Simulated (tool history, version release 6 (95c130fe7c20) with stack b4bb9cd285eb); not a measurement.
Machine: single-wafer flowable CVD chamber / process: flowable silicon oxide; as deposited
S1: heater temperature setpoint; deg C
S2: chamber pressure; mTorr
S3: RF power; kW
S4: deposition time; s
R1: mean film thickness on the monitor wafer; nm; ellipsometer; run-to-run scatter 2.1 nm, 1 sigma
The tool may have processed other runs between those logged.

Run 1, hour 0: S1 100 deg C, S2 1030 mTorr, S3 2.335 kW, S4 601 s. Result: R1 511.2 nm.
Run 2, hour 8.3: S1 100 deg C, S2 1030 mTorr, S3 2.49 kW, S4 601 s. Result: R1 515.88 nm.
Run 3, hour 11.8: S1 98 deg C, S2 1030 mTorr, S3 2.49 kW, S4 601 s. Result: R1 545.58 nm.
Run 4, hour 13.9: S1 104 deg C, S2 1030 mTorr, S3 2.49 kW, S4 601 s. Result: R1 456.11 nm.
Run 5, hour 17.9: S1 101 deg C, S2 1030 mTorr, S3 2.49 kW, S4 601 s. Result: R1 502.55 nm.
Run 6, hour 20.6: S1 99 deg C, S2 1030 mTorr, S3 2.49 kW, S4 601 s. Result: R1 529.67 nm.
Run 7, hour 24: S1 97 deg C, S2 1030 mTorr, S3 2.49 kW, S4 601 s. Result: R1 560.16 nm.

Run 8 has not been measured yet. What should we expect?
Run 8, hour 28.4: S1 95 deg C, S2 1030 mTorr, S3 2.49 kW, S4 601 s. Result: R1 ?.

Logged for run 8: R1 596.73 nm.
